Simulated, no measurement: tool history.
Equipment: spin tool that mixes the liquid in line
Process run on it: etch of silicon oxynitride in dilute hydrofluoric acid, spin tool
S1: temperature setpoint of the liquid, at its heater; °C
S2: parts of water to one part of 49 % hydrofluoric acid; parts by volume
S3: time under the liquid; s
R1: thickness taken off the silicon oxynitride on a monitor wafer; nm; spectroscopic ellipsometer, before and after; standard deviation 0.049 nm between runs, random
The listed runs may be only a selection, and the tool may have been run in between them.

Run 1, hour 0.0: S1 20.0 °C, S2 55 parts by volume, S3 75 s. Result: R1 2.4637 nm.
Run 2, hour 4.6: S1 21.0 °C, S2 50 parts by volume, S3 75 s. Result: R1 2.8541 nm.
Run 3, hour 10.0: S1 21.0 °C, S2 50 parts by volume, S3 55 s. Result: R1 2.0890 nm.
Run 4, hour 12.5: S1 22.0 °C, S2 45 parts by volume, S3 55 s. Result: R1 2.4634 nm.
Run 5, hour 17.4: S1 22.5 °C, S2 40 parts by volume, S3 55 s. Result: R1 2.8249 nm.
Run 6, hour 25.9: S1 25.5 °C, S2 40 parts by volume, S3 55 s. Result: R1 3.3004 nm.
Run 7, hour 27.9: S1 26.0 °C, S2 40 parts by volume, S3 55 s. Result: R1 3.3774 nm.
Run 8, hour 30.1: S1 27.0 °C, S2 30 parts by volume, S3 65 s. Result: R1 5.6496 nm.
Run 9, hour 34.7: S1 28.0 °C, S2 20 parts by volume, S3 75 s. Result: R1 10.2260 nm.
Run 10, hour 43.6: S1 27.5 °C, S2 20 parts by volume, S3 75 s. Result: R1 10.0770 nm.

Run 11 comes next. What will it give?
Run 11, hour 49.7: S1 27.0 °C, S2 20 parts by volume, S3 75 s. Result: R1 ?.

R1: 9.7343 nm

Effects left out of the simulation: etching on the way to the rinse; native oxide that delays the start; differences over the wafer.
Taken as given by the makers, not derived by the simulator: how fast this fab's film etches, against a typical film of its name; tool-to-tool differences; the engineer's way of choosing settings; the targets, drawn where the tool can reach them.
